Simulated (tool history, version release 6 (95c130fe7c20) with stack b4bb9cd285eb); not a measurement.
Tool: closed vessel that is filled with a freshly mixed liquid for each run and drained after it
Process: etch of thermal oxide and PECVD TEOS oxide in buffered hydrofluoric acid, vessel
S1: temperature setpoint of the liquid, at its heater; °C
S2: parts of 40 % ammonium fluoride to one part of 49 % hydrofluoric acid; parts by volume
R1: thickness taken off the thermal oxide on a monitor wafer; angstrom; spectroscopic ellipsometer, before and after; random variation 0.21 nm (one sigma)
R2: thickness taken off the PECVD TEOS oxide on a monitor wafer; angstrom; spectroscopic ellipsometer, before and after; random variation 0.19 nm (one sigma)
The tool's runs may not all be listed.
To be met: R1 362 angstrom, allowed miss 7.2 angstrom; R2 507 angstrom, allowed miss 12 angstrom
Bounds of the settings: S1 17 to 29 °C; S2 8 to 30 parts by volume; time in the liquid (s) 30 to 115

{"run": 1, "hour": 0.0, "S1": 21, "S2": 22.5, "time in the liquid (s)": 60, "R1": 278.19, "R2": 389.34}
{"run": 2, "hour": 9.1, "S1": 22.5, "S2": 22.5, "time in the liquid (s)": 60, "R1": 304.17, "R2": 422.36}
{"run": 3, "hour": 12.1, "S1": 23.5, "S2": 22.5, "time in the liquid (s)": 60, "R1": 317.38, "R2": 446.13}
{"run": 4, "hour": 20.0, "S1": 23.5, "S2": 28, "time in the liquid (s)": 60, "R1": 272.46, "R2": 385.48}
{"run": 5, "hour": 25.2, "S1": 20, "S2": 28, "time in the liquid (s)": 60, "R1": 228.73, "R2": 317.84}
{"run": 6, "hour": 33.0, "S1": 20, "S2": 28, "time in the liquid (s)": 50, "R1": 188.89, "R2": 263.56}
{"run": 7, "hour": 34.1, "S1": 20, "S2": 28, "time in the liquid (s)": 50, "R1": 188.22, "R2": 264.1}
{"run": 8, "hour": 37.5, "S1": 22.5, "S2": 26, "time in the liquid (s)": 50, "R1": 227.33, "R2": 319.05}
{"run": 9, "hour": 43.3, "S1": 24.5, "S2": 24.5, "time in the liquid (s)": 50, "R1": 264.59, "R2": 370.02}
{"run": 10, "hour": 44.1, "S1": 26, "S2": 23.5, "time in the liquid (s)": 50, "R1": 296.36, "R2": 413.9}
{"run": 11, "hour": 48.1, "S1": 27, "S2": 23, "time in the liquid (s)": 50, "R1": 319.1, "R2": 447.9}
{"run": 12, "hour": 54.1, "S1": 27.5, "S2": 23, "time in the liquid (s)": 50, "R1": 330.22, "R2": 458.14}
{"run": 13, "hour": 56.4, "S1": 28, "S2": 23, "time in the liquid (s)": 50, "R1": 336.39, "R2": 468.08}
{"run": 14, "hour": 59.3, "S1": 28.5, "S2": 23, "time in the liquid (s)": 50, "R1": 343.23, "R2": 483.82}
{"run": 15, "hour": 65.6, "S1": 28.5, "S2": 22.5, "time in the liquid (s)": 50, "R1": 346.44, "R2": 490.15}

Which of these 4 next moves meets every target?
{"run": "A", "hour": 71.9, "S1": 24.5, "S2": 20, "time in the liquid (s)": 55, "R1": "?", "R2": "?"}
{"run": "B", "hour": 71.9, "S1": 25.5, "S2": 21.5, "time in the liquid (s)": 55, "R1": "?", "R2": "?"}
{"run": "C", "hour": 71.9, "S1": 25, "S2": 19.5, "time in the liquid (s)": 55, "R1": "?", "R2": "?"}
{"run": "D", "hour": 71.9, "S1": 28, "S2": 25.5, "time in the liquid (s)": 55, "R1": "?", "R2": "?"}

move=A R1=348.8 R2=483.55
move=B R1=342.95 R2=475.45
move=C R1=367.47 R2=509.44
move=D R1=345.63 R2=479.16
A: nearer than the last run, and not there yet
B: further off than the last run
C: meets every target
D: further off than the last run
Answer: C
